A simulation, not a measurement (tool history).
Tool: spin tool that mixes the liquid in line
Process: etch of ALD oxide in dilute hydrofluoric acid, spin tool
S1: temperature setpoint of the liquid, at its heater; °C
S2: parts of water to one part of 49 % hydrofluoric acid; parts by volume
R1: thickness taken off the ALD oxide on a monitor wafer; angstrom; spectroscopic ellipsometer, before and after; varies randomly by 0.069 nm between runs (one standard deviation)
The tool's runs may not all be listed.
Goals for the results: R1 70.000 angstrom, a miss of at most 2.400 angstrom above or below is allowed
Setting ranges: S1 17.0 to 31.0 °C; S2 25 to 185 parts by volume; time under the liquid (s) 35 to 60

Run 1, hour 0.0: S1 23.0 °C, S2 105 parts by volume, time under the liquid (s) 60. Result: R1 85.703 angstrom.
Run 2, hour 4.9: S1 23.0 °C, S2 80 parts by volume, time under the liquid (s) 60. Result: R1 115.760 angstrom.
Run 3, hour 9.9: S1 23.0 °C, S2 80 parts by volume, time under the liquid (s) 60. Result: R1 115.420 angstrom.
Run 4, hour 16.5: S1 22.5 °C, S2 85 parts by volume, time under the liquid (s) 60. Result: R1 106.150 angstrom.
Run 5, hour 20.4: S1 22.0 °C, S2 85 parts by volume, time under the liquid (s) 60. Result: R1 105.470 angstrom.
Run 6, hour 29.0: S1 22.0 °C, S2 85 parts by volume, time under the liquid (s) 35. Result: R1 61.437 angstrom.
Run 7, hour 35.8: S1 22.5 °C, S2 85 parts by volume, time under the liquid (s) 35. Result: R1 62.565 angstrom.
Run 8, hour 44.3: S1 23.5 °C, S2 85 parts by volume, time under the liquid (s) 35. Result: R1 64.117 angstrom.
Run 9, hour 50.5: S1 23.0 °C, S2 85 parts by volume, time under the liquid (s) 35. Result: R1 63.589 angstrom.

Which one of the following 4 next-run settings gets every result inside its allowed miss? There is exactly one.
Run A, hour 56.7: S1 24.5 °C, S2 125 parts by volume, time under the liquid (s) 60. Result: R1 ?.
Run B, hour 56.7: S1 28.5 °C, S2 95 parts by volume, time under the liquid (s) 35. Result: R1 ?.
Run C, hour 56.7: S1 23.5 °C, S2 85 parts by volume, time under the liquid (s) 35. Result: R1 ?.
Run D, hour 56.7: S1 23.0 °C, S2 95 parts by volume, time under the liquid (s) 40. Result: R1 ?.

move      R1
   A  75.071
   B  69.833
   C  65.000
   D  64.351
A: pushes the last run's worst result past its target
B: each result inside its tolerance
C: an improvement on the last run, though not all results are within tolerance
D: an improvement on the last run, though not all results are within tolerance
So the answer is move B, the one that meets all the targets.

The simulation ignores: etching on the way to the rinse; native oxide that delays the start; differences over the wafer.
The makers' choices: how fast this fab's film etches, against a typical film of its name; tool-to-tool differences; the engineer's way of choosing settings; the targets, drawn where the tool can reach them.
